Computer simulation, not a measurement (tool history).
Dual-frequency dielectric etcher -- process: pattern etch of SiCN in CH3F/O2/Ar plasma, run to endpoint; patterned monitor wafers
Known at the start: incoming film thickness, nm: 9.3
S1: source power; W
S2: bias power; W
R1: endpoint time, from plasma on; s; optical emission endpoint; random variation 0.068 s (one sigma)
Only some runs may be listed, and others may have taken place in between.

| run | day | S1 | S2 | R1 |
|---|---|---|---|---|
| 1 | 0.000 | 510 | 54 | 23.263 |
| 2 | 0.183 | 510 | 48 | 24.717 |
| 3 | 0.208 | 470 | 48 | 25.989 |
| 4 | 0.571 | 500 | 49 | 24.617 |
| 5 | 0.650 | 440 | 49 | 26.816 |
| 6 | 0.912 | 530 | 49 | 23.843 |
| 7 | 1.217 | 550 | 49 | 23.492 |

Run 8 is up next; what results do you expect?
| 8 | 1.400 | 570 | 50 | ? |

{"run 8": {"R1": 22.86}}
